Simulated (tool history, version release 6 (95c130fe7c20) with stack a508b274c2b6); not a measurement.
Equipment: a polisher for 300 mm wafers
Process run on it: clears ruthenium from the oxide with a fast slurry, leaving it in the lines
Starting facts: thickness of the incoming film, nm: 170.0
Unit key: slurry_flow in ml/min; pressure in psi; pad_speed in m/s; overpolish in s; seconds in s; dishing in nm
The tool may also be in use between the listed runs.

run  hour  slurry_flow  pressure  pad_speed  slurry_solids  overpolish  seconds  dishing
  1     0          205       2.2        0.9              1          22   58.445   49.865
  2   4.2          205       2.2       0.98              1          22   53.333   50.815
  3   8.2          205       2.3       0.98              1          24   51.194    58.29
  4  15.7          205       2.3       0.98              1          33   52.333   76.018
  5  23.8          205       2.3        1.2              1          33   42.566   90.433
  6  31.2          205       2.4        1.2              1          33   40.935   92.604

What does the tool deliver on the next run?
  7  34.4          205       2.4        1.2              1          33        ?        ?

seconds: 40.836 s
dishing: 92.629 nm
